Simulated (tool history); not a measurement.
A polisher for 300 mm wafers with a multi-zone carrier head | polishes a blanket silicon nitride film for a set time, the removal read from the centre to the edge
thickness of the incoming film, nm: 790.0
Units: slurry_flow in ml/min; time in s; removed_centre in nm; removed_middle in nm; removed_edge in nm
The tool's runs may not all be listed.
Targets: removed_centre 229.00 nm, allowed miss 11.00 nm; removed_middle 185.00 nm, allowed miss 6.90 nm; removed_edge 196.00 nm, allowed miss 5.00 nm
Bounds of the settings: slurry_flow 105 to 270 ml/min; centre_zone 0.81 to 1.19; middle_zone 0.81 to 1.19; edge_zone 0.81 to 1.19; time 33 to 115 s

run  hour  slurry_flow  centre_zone  middle_zone  edge_zone  time  removed_centre  removed_middle  removed_edge
  1   0.0          175         1.00         1.00       1.00    73          216.81          212.07        210.91
  2   3.6          170         1.01         0.98       0.99    73          212.10          201.29        211.73
  3   9.1          170         1.03         0.98       0.97    73          220.27          205.98        206.09
  4  15.9          165         1.04         0.97       0.96    73          219.33          202.55        204.98
  5  20.9          165         1.13         0.97       0.96    73          231.49          207.25        204.25
  6  23.4          165         1.17         0.97       0.96    73          246.49          200.10        206.63
  7  31.1          160         1.17         0.96       0.96    73          245.08          198.94        208.19
     37.1  -- worn pad replaced by a new one
  8  37.1          155         1.17         0.95       0.95    73          278.40          223.33        233.32
  9  38.5          205         1.16         0.95       1.00    74          284.88          232.61        243.90

Which of these 5 next moves meets every target?
  A  39.9          235         1.17         0.95       1.04    57               ?               ?             ?
  B  39.9          200         1.03         0.96       1.05    57               ?               ?             ?
  C  39.9          225         1.01         0.89       0.84    67               ?               ?             ?
  D  39.9          175         0.99         0.99       1.08    62               ?               ?             ?
  E  39.9          210         1.08         1.03       0.98   101               ?               ?             ?

move  removed_centre  removed_middle  removed_edge
   A          227.02          187.08        195.72
   B          195.79          185.55        194.04
   C          228.84          207.54        207.64
   D          201.09          203.89        211.48
   E          366.32          350.76        333.54
A: meets every target
B: brings the result that was furthest off to its target, and leaves another outside
C: nearer than the last run, and not there yet
D: nearer than the last run, and not there yet
E: further off than the last run
Move A is the one to make.

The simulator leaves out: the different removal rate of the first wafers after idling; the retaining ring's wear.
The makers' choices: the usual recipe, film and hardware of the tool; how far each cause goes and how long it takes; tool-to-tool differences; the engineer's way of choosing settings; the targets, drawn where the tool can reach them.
